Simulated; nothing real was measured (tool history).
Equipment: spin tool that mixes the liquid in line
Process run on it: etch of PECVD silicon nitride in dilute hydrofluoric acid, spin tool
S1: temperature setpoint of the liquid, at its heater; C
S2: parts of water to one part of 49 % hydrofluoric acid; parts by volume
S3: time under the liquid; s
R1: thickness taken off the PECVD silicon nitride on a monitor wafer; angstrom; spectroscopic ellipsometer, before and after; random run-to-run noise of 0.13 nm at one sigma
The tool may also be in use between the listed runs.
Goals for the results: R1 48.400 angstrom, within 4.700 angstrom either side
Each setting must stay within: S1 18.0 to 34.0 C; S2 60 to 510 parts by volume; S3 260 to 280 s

Run 1, hour 0.0: S1 26.0 C, S2 285 parts by volume, S3 260 s. Result: R1 18.968 angstrom.
Run 2, hour 7.8: S1 27.5 C, S2 285 parts by volume, S3 260 s. Result: R1 20.624 angstrom.
Run 3, hour 9.0: S1 27.5 C, S2 285 parts by volume, S3 280 s. Result: R1 23.384 angstrom.
Run 4, hour 17.8: S1 29.0 C, S2 250 parts by volume, S3 280 s. Result: R1 27.573 angstrom.
Run 5, hour 20.9: S1 29.0 C, S2 250 parts by volume, S3 260 s. Result: R1 24.865 angstrom.
Run 6, hour 25.9: S1 30.0 C, S2 210 parts by volume, S3 265 s. Result: R1 33.624 angstrom.
Run 7, hour 27.9: S1 30.5 C, S2 195 parts by volume, S3 265 s. Result: R1 38.359 angstrom.
Run 8, hour 32.4: S1 31.0 C, S2 190 parts by volume, S3 265 s. Result: R1 39.405 angstrom.
Run 9, hour 38.9: S1 31.5 C, S2 185 parts by volume, S3 265 s. Result: R1 41.807 angstrom.

Pick the move, out of 5, that brings all results within their allowed miss; only one does.
Run A, hour 45.4: S1 34.0 C, S2 150 parts by volume, S3 280 s. Result: R1 ?.
Run B, hour 45.4: S1 27.0 C, S2 180 parts by volume, S3 260 s. Result: R1 ?.
Run C, hour 45.4: S1 32.0 C, S2 145 parts by volume, S3 280 s. Result: R1 ?.
Run D, hour 45.4: S1 31.5 C, S2 165 parts by volume, S3 275 s. Result: R1 ?.
Run E, hour 45.4: S1 28.0 C, S2 110 parts by volume, S3 280 s. Result: R1 ?.

move      R1
   A  63.592
   B  32.104
   C  58.438
   D  48.798
   E  60.321
A: moves the result that the last run missed by most past its target, out the other side
B: its largest miss is bigger than the last run's
C: moves the result that the last run missed by most past its target, out the other side
D: meets every target
E: moves the result that the last run missed by most past its target, out the other side
Move D is the one to make.
